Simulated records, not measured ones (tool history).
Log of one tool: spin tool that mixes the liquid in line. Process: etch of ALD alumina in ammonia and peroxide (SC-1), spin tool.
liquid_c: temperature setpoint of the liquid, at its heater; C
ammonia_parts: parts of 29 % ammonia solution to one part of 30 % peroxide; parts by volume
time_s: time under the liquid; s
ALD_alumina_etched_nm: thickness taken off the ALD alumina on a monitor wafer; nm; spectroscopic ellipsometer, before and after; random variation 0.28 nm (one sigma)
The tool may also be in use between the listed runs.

run,hour,liquid_c,ammonia_parts,time_s,ALD_alumina_etched_nm
1,0.0,51.0,0.7,310,19.477
2,6.3,52.5,0.7,310,21.097
3,13.4,53.5,0.7,310,22.040
4,14.9,53.5,0.7,310,22.272
5,22.2,54.5,0.7,310,23.601
6,25.3,54.5,0.8,310,23.837
7,33.4,55.5,0.8,310,24.890

Forecast run 8:
8,41.2,56.5,0.8,310,?

Run 8 gave ALD_alumina_etched_nm 26.397 nm.
